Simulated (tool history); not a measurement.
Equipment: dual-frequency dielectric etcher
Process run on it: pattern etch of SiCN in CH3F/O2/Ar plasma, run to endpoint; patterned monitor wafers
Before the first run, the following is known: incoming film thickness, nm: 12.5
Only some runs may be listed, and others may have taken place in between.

run,hour,source power (kW),bias power (kW),endpoint time (s)
1,0,0.39,0.072,31.871
2,3.9,0.35,0.07,34.073
3,12.5,0.35,0.064,35.306
4,14.6,0.34,0.064,35.876
5,15.7,0.41,0.064,32.784
6,20.8,0.41,0.056,34.759

Predict the results of run 7:
7,24.2,0.39,0.055,?

{"run 7": {"endpoint time (s)": 35.71}}
